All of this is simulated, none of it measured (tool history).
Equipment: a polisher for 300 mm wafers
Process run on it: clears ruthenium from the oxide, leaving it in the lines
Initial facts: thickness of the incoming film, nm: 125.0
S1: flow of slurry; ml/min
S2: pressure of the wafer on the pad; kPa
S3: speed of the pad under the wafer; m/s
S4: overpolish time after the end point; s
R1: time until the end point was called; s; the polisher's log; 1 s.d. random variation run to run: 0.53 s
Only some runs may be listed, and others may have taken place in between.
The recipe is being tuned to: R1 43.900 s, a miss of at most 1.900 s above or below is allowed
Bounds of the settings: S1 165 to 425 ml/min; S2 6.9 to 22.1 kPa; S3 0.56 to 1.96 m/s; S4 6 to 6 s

Run 1, hour 0.0: S1 275 ml/min, S2 14.5 kPa, S3 1.26 m/s, S4 6 s. Result: R1 91.472 s.
Run 2, hour 1.5: S1 275 ml/min, S2 14.5 kPa, S3 1.04 m/s, S4 6 s. Result: R1 109.770 s.
Run 3, hour 7.4: S1 275 ml/min, S2 14.5 kPa, S3 1.04 m/s, S4 6 s. Result: R1 111.920 s.
Run 4, hour 15.4: S1 275 ml/min, S2 15.9 kPa, S3 1.12 m/s, S4 6 s. Result: R1 91.301 s.
Run 5, hour 16.0: S1 275 ml/min, S2 17.2 kPa, S3 1.12 m/s, S4 6 s. Result: R1 86.049 s.
Run 6, hour 20.4: S1 275 ml/min, S2 18.6 kPa, S3 1.12 m/s, S4 6 s. Result: R1 79.918 s.
Run 7, hour 26.7: S1 275 ml/min, S2 19.3 kPa, S3 1.20 m/s, S4 6 s. Result: R1 71.533 s.
Run 8, hour 32.3: S1 275 ml/min, S2 20.0 kPa, S3 1.28 m/s, S4 6 s. Result: R1 65.398 s.
Run 9, hour 40.5: S1 285 ml/min, S2 22.1 kPa, S3 1.64 m/s, S4 6 s. Result: R1 46.440 s.
Run 10, hour 45.5: S1 285 ml/min, S2 22.1 kPa, S3 1.66 m/s, S4 6 s. Result: R1 46.696 s.

Consider the 5 candidate settings below. Which is the only one whose results all fall within their allowed miss of target?
Run A, hour 50.5: S1 280 ml/min, S2 22.1 kPa, S3 1.62 m/s, S4 6 s. Result: R1 ?.
Run B, hour 50.5: S1 310 ml/min, S2 19.3 kPa, S3 1.78 m/s, S4 6 s. Result: R1 ?.
Run C, hour 50.5: S1 320 ml/min, S2 22.1 kPa, S3 1.76 m/s, S4 6 s. Result: R1 ?.
Run D, hour 50.5: S1 235 ml/min, S2 20.0 kPa, S3 1.62 m/s, S4 6 s. Result: R1 ?.
Run E, hour 50.5: S1 305 ml/min, S2 19.3 kPa, S3 1.66 m/s, S4 6 s. Result: R1 ?.

move      R1
   A  47.612
   B  49.173
   C  43.544
   D  53.030
   E  52.699
A: further off than the last run
B: further off than the last run
C: meets every target
D: further off than the last run
E: further off than the last run
Correct choice: C, which meets every target
